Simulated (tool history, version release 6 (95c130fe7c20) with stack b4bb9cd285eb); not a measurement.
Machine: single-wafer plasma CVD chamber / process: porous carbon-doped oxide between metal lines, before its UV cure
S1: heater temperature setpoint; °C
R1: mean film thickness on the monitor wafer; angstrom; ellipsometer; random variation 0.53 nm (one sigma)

{"run": 1, "day": 0.0, "S1": 285, "RF power (W)": 580, "deposition time (s)": 19.3, "R1": 1327.6}
{"run": 2, "day": 0.021, "S1": 275, "RF power (W)": 580, "deposition time (s)": 19.3, "R1": 1403.8}
{"run": 3, "day": 0.388, "S1": 280, "RF power (W)": 570, "deposition time (s)": 19.3, "R1": 1351.8}
{"run": 4, "day": 0.675, "S1": 280, "RF power (W)": 630, "deposition time (s)": 19.3, "R1": 1434.2}
{"run": 5, "day": 0.717, "S1": 280, "RF power (W)": 630, "deposition time (s)": 18.3, "R1": 1376.3}
{"run": 6, "day": 1.054, "S1": 280, "RF power (W)": 665, "deposition time (s)": 18.3, "R1": 1406}
{"run": 7, "day": 1.262, "S1": 284, "RF power (W)": 645, "deposition time (s)": 18.3, "R1": 1356.8}
{"run": 8, "day": 1.562, "S1": 288, "RF power (W)": 630, "deposition time (s)": 18.3, "R1": 1294.8}
{"run": 9, "day": 1.8, "S1": 291, "RF power (W)": 625, "deposition time (s)": 18.3, "R1": 1279}
{"run": 10, "day": 1.925, "S1": 294, "RF power (W)": 615, "deposition time (s)": 18.3, "R1": 1240.8}
{"run": 11, "day": 1.975, "S1": 296, "RF power (W)": 610, "deposition time (s)": 18.3, "R1": 1224.5}
{"run": 12, "day": 2.008, "S1": 298, "RF power (W)": 600, "deposition time (s)": 18.3, "R1": 1197}
{"run": 13, "day": 2.35, "S1": 300, "RF power (W)": 595, "deposition time (s)": 18.3, "R1": 1178.1}

Run 14, settings as shown, results not yet in. Your forecast:
{"run": 14, "day": 2.471, "S1": 301, "RF power (W)": 590, "deposition time (s)": 18.3, "R1": "?"}

Run 14 measured R1 1166.5 angstrom.

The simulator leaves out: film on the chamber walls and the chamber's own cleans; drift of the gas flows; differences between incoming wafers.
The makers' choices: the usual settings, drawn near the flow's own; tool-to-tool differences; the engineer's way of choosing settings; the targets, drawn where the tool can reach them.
